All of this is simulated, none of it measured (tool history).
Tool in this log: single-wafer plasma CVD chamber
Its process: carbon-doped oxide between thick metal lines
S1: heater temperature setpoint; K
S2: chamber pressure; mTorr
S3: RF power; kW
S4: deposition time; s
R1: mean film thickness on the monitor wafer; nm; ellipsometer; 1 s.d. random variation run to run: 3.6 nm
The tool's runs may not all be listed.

{"run": 1, "hour": 0.0, "S1": 603.15, "S2": 6850, "S3": 0.44, "S4": 289, "R1": 1464.2}
{"run": 2, "hour": 6.3, "S1": 606.15, "S2": 6650, "S3": 0.43, "S4": 289, "R1": 1418.2}
{"run": 3, "hour": 10.8, "S1": 609.15, "S2": 6480, "S3": 0.425, "S4": 289, "R1": 1398.5}
{"run": 4, "hour": 15.0, "S1": 611.15, "S2": 6360, "S3": 0.42, "S4": 289, "R1": 1368.8}
{"run": 5, "hour": 16.6, "S1": 611.15, "S2": 6360, "S3": 0.455, "S4": 289, "R1": 1429.1}
{"run": 6, "hour": 18.2, "S1": 613.15, "S2": 6170, "S3": 0.45, "S4": 289, "R1": 1410.8}
{"run": 7, "hour": 23.1, "S1": 615.15, "S2": 6020, "S3": 0.445, "S4": 289, "R1": 1383.7}
{"run": 8, "hour": 26.7, "S1": 617.15, "S2": 5890, "S3": 0.44, "S4": 289, "R1": 1363.3}

Run 9 has not been measured yet. What should we expect?
{"run": 9, "hour": 31.4, "S1": 618.15, "S2": 5800, "S3": 0.44, "S4": 289, "R1": "?"}

R1: 1355.3 nm
